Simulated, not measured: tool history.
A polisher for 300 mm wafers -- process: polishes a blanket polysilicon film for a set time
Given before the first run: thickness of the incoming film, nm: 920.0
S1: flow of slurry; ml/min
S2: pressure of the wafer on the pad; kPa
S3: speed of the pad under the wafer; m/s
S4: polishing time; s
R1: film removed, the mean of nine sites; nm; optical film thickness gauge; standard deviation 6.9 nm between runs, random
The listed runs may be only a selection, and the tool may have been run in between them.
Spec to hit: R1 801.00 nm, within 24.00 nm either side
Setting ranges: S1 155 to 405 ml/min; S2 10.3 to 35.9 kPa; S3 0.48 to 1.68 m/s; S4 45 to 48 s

Run 1, hour 0.0: S1 260 ml/min, S2 22.8 kPa, S3 1.08 m/s, S4 45 s. Result: R1 403.48 nm.
Run 2, hour 7.4: S1 260 ml/min, S2 22.8 kPa, S3 1.08 m/s, S4 48 s. Result: R1 428.47 nm.
Run 3, hour 15.6: S1 260 ml/min, S2 24.1 kPa, S3 1.08 m/s, S4 48 s. Result: R1 456.60 nm.
Run 4, hour 22.8: S1 260 ml/min, S2 25.5 kPa, S3 1.08 m/s, S4 48 s. Result: R1 483.99 nm.
Run 5, hour 31.8: S1 320 ml/min, S2 25.5 kPa, S3 1.08 m/s, S4 48 s. Result: R1 496.90 nm.
Run 6, hour 35.7: S1 320 ml/min, S2 26.9 kPa, S3 1.08 m/s, S4 48 s. Result: R1 519.78 nm.
Run 7, hour 36.9: S1 320 ml/min, S2 27.6 kPa, S3 1.08 m/s, S4 48 s. Result: R1 528.38 nm.
Run 8, hour 43.0: S1 320 ml/min, S2 28.3 kPa, S3 1.10 m/s, S4 48 s. Result: R1 550.78 nm.
Run 9, hour 44.8: S1 320 ml/min, S2 29.0 kPa, S3 1.12 m/s, S4 48 s. Result: R1 570.36 nm.
Run 10, hour 48.3: S1 320 ml/min, S2 29.6 kPa, S3 1.14 m/s, S4 48 s. Result: R1 609.64 nm.
Run 11, hour 57.0: S1 320 ml/min, S2 30.3 kPa, S3 1.14 m/s, S4 48 s. Result: R1 614.64 nm.
Run 12, hour 58.2: S1 320 ml/min, S2 31.0 kPa, S3 1.14 m/s, S4 48 s. Result: R1 627.44 nm.
Run 13, hour 61.7: S1 320 ml/min, S2 31.7 kPa, S3 1.14 m/s, S4 48 s. Result: R1 639.41 nm.
Run 14, hour 62.5: S1 320 ml/min, S2 32.4 kPa, S3 1.16 m/s, S4 48 s. Result: R1 667.17 nm.
Run 15, hour 68.6: S1 320 ml/min, S2 33.1 kPa, S3 1.16 m/s, S4 48 s. Result: R1 680.37 nm.
Run 16, hour 69.4: S1 330 ml/min, S2 34.5 kPa, S3 1.20 m/s, S4 48 s. Result: R1 729.46 nm.

Which single option among these 4 for the next run brings every result within its allowed miss of target? Just one does.
Run A, hour 70.2: S1 400 ml/min, S2 35.2 kPa, S3 1.36 m/s, S4 48 s. Result: R1 ?.
Run B, hour 70.2: S1 315 ml/min, S2 33.1 kPa, S3 1.36 m/s, S4 48 s. Result: R1 ?.
Run C, hour 70.2: S1 355 ml/min, S2 35.9 kPa, S3 1.38 m/s, S4 47 s. Result: R1 ?.
Run D, hour 70.2: S1 405 ml/min, S2 35.9 kPa, S3 1.34 m/s, S4 48 s. Result: R1 ?.

move      R1
   A  851.05
   B  786.95
   C  853.72
   D  855.94
A: takes the result that was furthest off past its target
B: all results in spec
C: takes the result that was furthest off past its target
D: takes the result that was furthest off past its target
Answer: B
